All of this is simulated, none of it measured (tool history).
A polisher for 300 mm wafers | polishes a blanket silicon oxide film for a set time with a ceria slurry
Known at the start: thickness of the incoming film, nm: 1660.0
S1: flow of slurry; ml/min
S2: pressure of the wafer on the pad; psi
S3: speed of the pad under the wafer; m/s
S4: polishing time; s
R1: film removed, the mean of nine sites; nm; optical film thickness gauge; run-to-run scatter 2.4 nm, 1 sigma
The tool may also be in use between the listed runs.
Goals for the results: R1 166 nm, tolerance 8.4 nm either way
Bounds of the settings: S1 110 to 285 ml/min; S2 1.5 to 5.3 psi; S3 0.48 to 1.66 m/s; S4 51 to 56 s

run,hour,S1,S2,S3,S4,R1
1,0,180,3.4,1.06,56,323.38
2,8.1,180,3.4,0.78,56,253.31
3,11.7,180,3,0.76,56,213.67
4,12.3,215,3,0.76,56,221.74
5,14.4,215,2.8,0.76,56,204.67
6,18.9,215,2.6,0.76,56,193.97
7,20.3,210,2,0.74,56,147.16
8,20.9,215,2.1,0.74,56,155.76

Consider the 4 candidate settings below. Which is the only one whose results all fall within their allowed miss of target?
A,21.5,280,1.8,0.88,51,?
B,21.5,170,2.4,0.78,53,?
C,21.5,225,2,0.76,54,?
D,21.5,200,1.9,0.76,56,?

move,R1
A,143.18
B,166.14
C,144.24
D,140.47
A: misses by more than the last run did
B: each result inside its tolerance
C: misses by more than the last run did
D: misses by more than the last run did
B is the move that brings every result within its allowed miss.
